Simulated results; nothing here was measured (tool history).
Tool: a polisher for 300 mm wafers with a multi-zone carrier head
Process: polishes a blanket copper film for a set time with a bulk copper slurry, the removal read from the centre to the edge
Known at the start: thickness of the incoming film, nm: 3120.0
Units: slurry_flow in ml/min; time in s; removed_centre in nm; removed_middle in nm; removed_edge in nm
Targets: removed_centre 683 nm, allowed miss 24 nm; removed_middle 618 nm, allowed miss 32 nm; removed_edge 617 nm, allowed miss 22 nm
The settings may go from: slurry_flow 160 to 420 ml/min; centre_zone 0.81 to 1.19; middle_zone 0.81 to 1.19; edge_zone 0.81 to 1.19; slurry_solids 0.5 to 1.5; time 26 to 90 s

run	hour	slurry_flow	centre_zone	middle_zone	edge_zone	slurry_solids	time	removed_centre	removed_middle	removed_edge
1	0	270	1	1	1	1	58	455.37	436.27	453.9
2	4.8	270	1	0.93	1	1	58	447.51	425.22	452.3
3	9.8	275	1.02	0.96	1	1.1	60	487.67	456.04	477.52
4	12.9	280	1.03	0.98	1.01	1.2	62	515.69	477.13	522.34
5	18.1	280	1.09	0.98	1.01	1.2	62	527.97	482.28	503.26
6	22.1	335	1.09	0.98	1.01	1.2	62	542.55	490.88	523.14
7	26.7	335	1.1	1	1	1.25	64	570.64	519.74	532.85
8	30.7	340	1.11	1.01	1	1.3	65	594.22	546.51	546.08
9	33.1	345	1.12	1.01	1.01	1.35	66	608.64	554.23	563.94
10	38.3	350	1.13	1.02	1.01	1.4	67	621.43	574.9	584.48
11	43.4	355	1.14	1.02	1.01	1.4	67	634.45	551.49	588.1
12	52.1	360	1.14	1.03	1.01	1.4	67	641.68	581.88	579.85
13	53.9	360	1.14	1.03	1.02	1.4	67	633.64	570.97	587.65
14	59.9	360	1.15	1.04	1.02	1.4	67	645.2	580.95	592
15	68.5	360	1.16	1.05	1.02	1.4	67	650.8	588.62	577.73
16	73.2	360	1.16	1.05	1.03	1.4	67	640.93	584.28	584.22

4 next moves are on the table. One of them brings every result within its allowed miss. Which?
A	77.9	340	1.13	0.89	1.12	1.5	67	?	?	?
B	77.9	415	1.14	1.19	0.82	1.05	68	?	?	?
C	77.9	360	1.18	1.07	1.07	1.15	73	?	?	?
D	77.9	360	1.19	1.02	1	1.5	73	?	?	?

move	removed_centre	removed_middle	removed_edge
A	631.1	521.42	629.86
B	605.75	633.88	512.35
C	672.99	626.87	631.68
D	719.83	639.88	650.01
A: further off than the last run
B: further off than the last run
C: meets every target
D: takes the result that was furthest off past its target
Answer: C
